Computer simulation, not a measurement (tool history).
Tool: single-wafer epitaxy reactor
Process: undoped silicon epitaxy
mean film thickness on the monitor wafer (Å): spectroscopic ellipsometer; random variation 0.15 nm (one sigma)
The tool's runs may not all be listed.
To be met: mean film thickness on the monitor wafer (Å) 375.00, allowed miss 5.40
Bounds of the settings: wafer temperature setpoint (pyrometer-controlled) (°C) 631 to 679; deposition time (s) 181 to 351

run    day  wafer temperature setpoint (pyrometer-controlled) (°C)  deposition time (s)  mean film thickness on the monitor wafer (Å)
  1  0.000                                                     655                  266                                        545.37
  2  0.271                                                     665                  266                                        669.12
  3  0.612                                                     661                  266                                        611.99
  4  0.875                                                     661                  298                                        688.30
  5  0.921                                                     661                  282                                        657.17
  6  1.150                                                     661                  307                                        712.61
  7  1.525                                                     657                  306                                        655.92
     1.592  -- pyrometer calibrated
  8  1.592                                                     653                  305                                        541.16
  9  1.925                                                     651                  305                                        517.29
 10  2.138                                                     650                  305                                        507.96
 11  2.458                                                     638                  304                                        400.25
 12  2.812                                                     636                  304                                        381.43

4 next moves are on the table. One of them brings every result within its allowed miss. Which?
  A  3.167                                                     632                  315                                             ?
  B  3.167                                                     633                  303                                             ?
  C  3.167                                                     632                  323                                             ?
  D  3.167                                                     638                  298                                             ?

move  mean film thickness on the monitor wafer (Å)
   A                                        364.34
   B                                        357.76
   C                                        373.59
   D                                        389.81
A: takes the result that was furthest off past its target
B: takes the result that was furthest off past its target
C: meets every target
D: further off than the last run
Answer: C
